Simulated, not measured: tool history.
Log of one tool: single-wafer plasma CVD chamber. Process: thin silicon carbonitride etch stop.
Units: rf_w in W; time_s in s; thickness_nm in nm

run	day	rf_w	time_s	thickness_nm
1	0.000	205	21.2	11.0060
2	0.283	205	20.0	10.4180
3	0.625	205	22.8	11.8510
4	0.796	205	21.0	10.8860
5	0.904	230	21.0	11.1420
6	1.025	215	21.0	11.0270
7	1.392	210	20.4	10.6530
8	1.658	205	19.8	10.2810

Run 9 comes next. What will it give?
9	1.821	200	19.3	?

Run 9 gave thickness_nm 9.9656 nm.
